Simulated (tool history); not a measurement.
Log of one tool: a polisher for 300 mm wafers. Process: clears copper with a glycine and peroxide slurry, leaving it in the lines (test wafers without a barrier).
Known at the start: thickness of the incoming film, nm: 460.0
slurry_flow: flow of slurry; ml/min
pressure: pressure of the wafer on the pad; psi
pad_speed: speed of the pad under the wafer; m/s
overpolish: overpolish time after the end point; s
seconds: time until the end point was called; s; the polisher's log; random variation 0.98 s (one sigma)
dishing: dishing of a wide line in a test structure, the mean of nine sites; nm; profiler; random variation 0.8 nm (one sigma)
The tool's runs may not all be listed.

run	hour	slurry_flow	pressure	pad_speed	overpolish	seconds	dishing
1	0.0	195	2.9	0.88	18	105.320	50.549
2	6.1	195	2.9	0.88	24	104.550	63.142
3	12.4	200	3.3	0.90	22	93.809	64.309
4	14.5	200	3.7	0.92	21	82.419	68.595
5	20.2	205	3.9	0.92	20	78.654	68.793
6	24.8	205	3.9	0.74	20	92.472	61.999

Run 7 comes next. What will it give?
7	32.8	210	4.1	0.78	19	?	?

{"run 7": {"seconds": 86.594, "dishing": 62.401}}

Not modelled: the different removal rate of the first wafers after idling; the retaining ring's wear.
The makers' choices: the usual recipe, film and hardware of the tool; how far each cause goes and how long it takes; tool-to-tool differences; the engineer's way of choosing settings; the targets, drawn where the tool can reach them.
